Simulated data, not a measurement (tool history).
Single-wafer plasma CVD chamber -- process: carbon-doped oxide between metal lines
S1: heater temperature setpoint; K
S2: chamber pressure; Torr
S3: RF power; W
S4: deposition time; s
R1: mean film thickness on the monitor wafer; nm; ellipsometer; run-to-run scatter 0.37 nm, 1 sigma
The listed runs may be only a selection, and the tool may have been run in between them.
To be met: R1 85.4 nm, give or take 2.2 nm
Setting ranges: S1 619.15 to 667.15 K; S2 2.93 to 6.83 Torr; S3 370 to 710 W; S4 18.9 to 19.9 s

Run 1, hour 0: S1 643.15 K, S2 4.88 Torr, S3 540 W, S4 19.9 s. Result: R1 97.249 nm.
Run 2, hour 1.4: S1 643.15 K, S2 5.62 Torr, S3 540 W, S4 19.9 s. Result: R1 98.449 nm.
Run 3, hour 10.1: S1 638.15 K, S2 5.62 Torr, S3 540 W, S4 19.9 s. Result: R1 99.695 nm.
Run 4, hour 13.1: S1 639.15 K, S2 5.56 Torr, S3 515 W, S4 19.8 s. Result: R1 97.465 nm.
Run 5, hour 18.6: S1 639.15 K, S2 6.26 Torr, S3 515 W, S4 19.8 s. Result: R1 98.147 nm.
Run 6, hour 20.4: S1 640.15 K, S2 6.18 Torr, S3 490 W, S4 19.7 s. Result: R1 94.988 nm.
Run 7, hour 29.2: S1 641.15 K, S2 6.1 Torr, S3 475 W, S4 19.6 s. Result: R1 92.753 nm.
Run 8, hour 36.2: S1 642.15 K, S2 6.02 Torr, S3 465 W, S4 19.6 s. Result: R1 92.26 nm.

Next run, 5 choices. One meets every target within its allowed miss, the rest don't. Which?
Run A, hour 43.2: S1 654.15 K, S2 4.54 Torr, S3 485 W, S4 19.6 s. Result: R1 ?.
Run B, hour 43.2: S1 643.15 K, S2 5.54 Torr, S3 465 W, S4 19.9 s. Result: R1 ?.
Run C, hour 43.2: S1 655.15 K, S2 5.72 Torr, S3 545 W, S4 19.3 s. Result: R1 ?.
Run D, hour 43.2: S1 639.15 K, S2 6.06 Torr, S3 510 W, S4 19.9 s. Result: R1 ?.
Run E, hour 43.2: S1 632.15 K, S2 6.69 Torr, S3 400 W, S4 18.9 s. Result: R1 ?.

move      R1
   A  88.823
   B  92.681
   C  94.232
   D  97.966
   E  86.239
A: an improvement on the last run, though not all results are within tolerance
B: further off than the last run
C: further off than the last run
D: further off than the last run
E: all results in spec
The right move is E.
